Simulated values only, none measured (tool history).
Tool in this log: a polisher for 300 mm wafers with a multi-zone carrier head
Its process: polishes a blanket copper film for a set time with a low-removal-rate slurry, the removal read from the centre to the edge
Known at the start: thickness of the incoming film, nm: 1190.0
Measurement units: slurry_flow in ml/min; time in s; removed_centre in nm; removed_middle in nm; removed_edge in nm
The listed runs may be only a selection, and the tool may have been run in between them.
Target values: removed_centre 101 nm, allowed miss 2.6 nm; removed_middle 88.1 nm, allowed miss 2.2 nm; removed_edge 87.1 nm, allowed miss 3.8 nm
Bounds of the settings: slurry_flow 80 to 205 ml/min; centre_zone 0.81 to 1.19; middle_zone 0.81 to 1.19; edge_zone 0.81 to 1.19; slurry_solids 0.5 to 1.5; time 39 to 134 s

| run | hour | slurry_flow | centre_zone | middle_zone | edge_zone | slurry_solids | time | removed_centre | removed_middle | removed_edge |
|---|---|---|---|---|---|---|---|---|---|---|
| 1 | 0 | 135 | 1 | 1 | 1 | 1 | 86 | 124.79 | 131.48 | 133.5 |
| 2 | 3 | 105 | 1 | 1 | 1 | 1 | 86 | 114.87 | 116.97 | 130.5 |
| 3 | 11.1 | 120 | 1.03 | 0.96 | 0.94 | 0.85 | 79 | 109.71 | 105.72 | 113.34 |
| 4 | 16.6 | 125 | 1.06 | 0.96 | 0.9 | 0.75 | 76 | 108.01 | 100.81 | 105.96 |
| 5 | 24.6 | 125 | 1.09 | 0.97 | 0.87 | 0.65 | 73 | 103.67 | 93.193 | 96.085 |
| 6 | 27.7 | 125 | 1.09 | 0.97 | 0.87 | 0.5 | 73 | 96.767 | 87.772 | 90.581 |
| 7 | 31.6 | 130 | 1.1 | 0.97 | 0.85 | 0.5 | 72 | 97.534 | 88.152 | 89.221 |
| 8 | 38.6 | 130 | 1.11 | 0.97 | 0.84 | 0.5 | 72 | 98.602 | 88.937 | 87.785 |

Which one of the following 4 next-run settings gets every result inside its allowed miss? There is exactly one.
| A | 45.6 | 130 | 1.09 | 1 | 0.94 | 0.5 | 70 | ? | ? | ? |
| B | 45.6 | 130 | 1.13 | 0.95 | 0.81 | 0.55 | 71 | ? | ? | ? |
| C | 45.6 | 115 | 1.07 | 1 | 0.87 | 0.55 | 73 | ? | ? | ? |
| D | 45.6 | 130 | 1.03 | 0.93 | 0.84 | 0.55 | 77 | ? | ? | ? |

| move | removed_centre | removed_middle | removed_edge |
|---|---|---|---|
| A | 93.527 | 87.306 | 90.771 |
| B | 100.67 | 86.829 | 88.182 |
| C | 93.263 | 89.361 | 91.01 |
| D | 99.437 | 92.552 | 97.2 |
A: moves away from the targets compared with the last run
B: all results land within tolerance of their targets
C: moves away from the targets compared with the last run
D: puts the biggest miss on target and leaves a different result outside tolerance
B is the move that brings every result within its allowed miss.
